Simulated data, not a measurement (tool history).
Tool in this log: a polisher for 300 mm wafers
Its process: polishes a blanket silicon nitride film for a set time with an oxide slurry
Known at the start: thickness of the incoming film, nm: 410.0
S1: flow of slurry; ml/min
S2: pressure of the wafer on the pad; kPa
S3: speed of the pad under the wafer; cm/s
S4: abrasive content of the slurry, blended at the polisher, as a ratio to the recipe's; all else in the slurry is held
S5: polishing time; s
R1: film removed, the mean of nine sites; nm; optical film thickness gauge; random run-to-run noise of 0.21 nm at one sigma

run 1 hour=0.0 | S1=245 S2=16.5 S3=110 S4=1.00 S5=49 | R1=20.667
run 2 hour=2.2 | S1=245 S2=16.5 S3=110 S4=1.10 S5=49 | R1=21.311
run 3 hour=9.3 | S1=255 S2=18.6 S3=110 S4=1.10 S5=49 | R1=23.399
run 4 hour=16.3 | S1=255 S2=20.7 S3=110 S4=1.10 S5=49 | R1=26.005
run 5 hour=20.5 | S1=255 S2=20.7 S3=110 S4=1.25 S5=49 | R1=27.618
run 6 hour=27.2 | S1=255 S2=21.4 S3=110 S4=1.25 S5=49 | R1=27.774
run 7 hour=35.1 | S1=260 S2=22.1 S3=110 S4=1.25 S5=49 | R1=28.987

What does the tool deliver on the next run?
run 8 hour=40.7 | S1=260 S2=22.8 S3=110 S4=1.25 S5=49 | R1=?

R1: 30.140 nm
